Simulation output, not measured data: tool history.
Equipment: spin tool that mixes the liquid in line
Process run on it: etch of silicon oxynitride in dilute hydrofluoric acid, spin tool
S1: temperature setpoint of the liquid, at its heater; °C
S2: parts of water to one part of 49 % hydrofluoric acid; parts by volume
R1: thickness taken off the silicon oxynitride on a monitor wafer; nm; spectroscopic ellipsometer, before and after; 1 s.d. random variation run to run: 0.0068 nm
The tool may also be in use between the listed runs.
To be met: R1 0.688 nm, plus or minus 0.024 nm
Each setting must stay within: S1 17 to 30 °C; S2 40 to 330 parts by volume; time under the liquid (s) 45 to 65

Run 1, hour 0: S1 22 °C, S2 185 parts by volume, time under the liquid (s) 65. Result: R1 1.1523 nm.
Run 2, hour 2.4: S1 21.5 °C, S2 190 parts by volume, time under the liquid (s) 65. Result: R1 1.0785 nm.
Run 3, hour 9.6: S1 21 °C, S2 195 parts by volume, time under the liquid (s) 65. Result: R1 1.0437 nm.
Run 4, hour 14: S1 21 °C, S2 170 parts by volume, time under the liquid (s) 65. Result: R1 1.1846 nm.
Run 5, hour 14.7: S1 20.5 °C, S2 180 parts by volume, time under the liquid (s) 65. Result: R1 1.0997 nm.
Run 6, hour 22.7: S1 20 °C, S2 185 parts by volume, time under the liquid (s) 65. Result: R1 1.0416 nm.
Run 7, hour 26.8: S1 19.5 °C, S2 190 parts by volume, time under the liquid (s) 65. Result: R1 0.98476 nm.
At hour 35.8: thermometer replaced.
Run 8, hour 35.8: S1 19 °C, S2 195 parts by volume, time under the liquid (s) 65. Result: R1 0.87022 nm.
Run 9, hour 42.7: S1 18.5 °C, S2 195 parts by volume, time under the liquid (s) 65. Result: R1 0.85111 nm.
Run 10, hour 47.2: S1 17.5 °C, S2 205 parts by volume, time under the liquid (s) 65. Result: R1 0.76776 nm.
Run 11, hour 48.9: S1 17 °C, S2 210 parts by volume, time under the liquid (s) 65. Result: R1 0.72823 nm.

Exercise: of the 4 proposed moves below, exactly one satisfies all targets within the stated allowed misses. Which move is it?
Run A, hour 50.6: S1 19 °C, S2 260 parts by volume, time under the liquid (s) 65. Result: R1 ?.
Run B, hour 50.6: S1 17 °C, S2 190 parts by volume, time under the liquid (s) 55. Result: R1 ?.
Run C, hour 50.6: S1 17 °C, S2 240 parts by volume, time under the liquid (s) 65. Result: R1 ?.
Run D, hour 50.6: S1 17 °C, S2 205 parts by volume, time under the liquid (s) 65. Result: R1 ?.

move       R1
   A  0.62722
   B  0.68949
   C  0.62661
   D  0.74857
A: takes the result that was furthest off past its target
B: meets every target
C: takes the result that was furthest off past its target
D: misses by more than the last run did
Correct choice: B, which meets every target
